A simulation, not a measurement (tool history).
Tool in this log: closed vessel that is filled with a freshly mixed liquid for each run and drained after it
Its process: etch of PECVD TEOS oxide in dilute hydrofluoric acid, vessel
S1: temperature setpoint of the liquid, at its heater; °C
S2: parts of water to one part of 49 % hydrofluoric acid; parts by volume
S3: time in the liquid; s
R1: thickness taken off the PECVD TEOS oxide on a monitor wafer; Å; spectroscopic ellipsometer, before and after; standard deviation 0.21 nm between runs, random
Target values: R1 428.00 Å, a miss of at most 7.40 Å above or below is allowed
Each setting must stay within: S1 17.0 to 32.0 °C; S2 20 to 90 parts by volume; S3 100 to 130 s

run 1 day=0.000 | S1=24.0 S2=50 S3=130 | R1=275.40
run 2 day=0.154 | S1=24.0 S2=50 S3=100 | R1=210.90
run 3 day=0.225 | S1=25.5 S2=45 S3=100 | R1=251.18
run 4 day=0.296 | S1=26.5 S2=40 S3=100 | R1=297.51
run 5 day=0.658 | S1=27.5 S2=40 S3=100 | R1=307.31
run 6 day=0.738 | S1=28.5 S2=40 S3=100 | R1=320.09
run 7 day=1.112 | S1=29.0 S2=40 S3=100 | R1=327.06
run 8 day=1.204 | S1=29.5 S2=40 S3=100 | R1=332.75
run 9 day=1.346 | S1=30.0 S2=40 S3=100 | R1=336.98
run 10 day=1.392 | S1=30.5 S2=40 S3=100 | R1=345.25
run 11 day=1.708 | S1=30.5 S2=40 S3=100 | R1=348.27
run 12 day=1.921 | S1=31.0 S2=40 S3=100 | R1=349.87
run 13 day=1.967 | S1=31.5 S2=35 S3=100 | R1=416.10

Pick the move, out of 5, that brings all results within their allowed miss; only one does.
run A day=2.012 | S1=31.0 S2=35 S3=105 | R1=?
run B day=2.012 | S1=29.0 S2=35 S3=110 | R1=?
run C day=2.012 | S1=29.0 S2=40 S3=125 | R1=?
run D day=2.012 | S1=31.0 S2=45 S3=130 | R1=?
run E day=2.012 | S1=32.0 S2=40 S3=110 | R1=?

move=A R1=432.22
move=B R1=418.13
move=C R1=412.60
move=D R1=409.60
move=E R1=408.73
A: every result lands within tolerance
B: an improvement on the last run, though not all results are within tolerance
C: misses by more than the last run did
D: misses by more than the last run did
E: misses by more than the last run did
Move A is the one to make.

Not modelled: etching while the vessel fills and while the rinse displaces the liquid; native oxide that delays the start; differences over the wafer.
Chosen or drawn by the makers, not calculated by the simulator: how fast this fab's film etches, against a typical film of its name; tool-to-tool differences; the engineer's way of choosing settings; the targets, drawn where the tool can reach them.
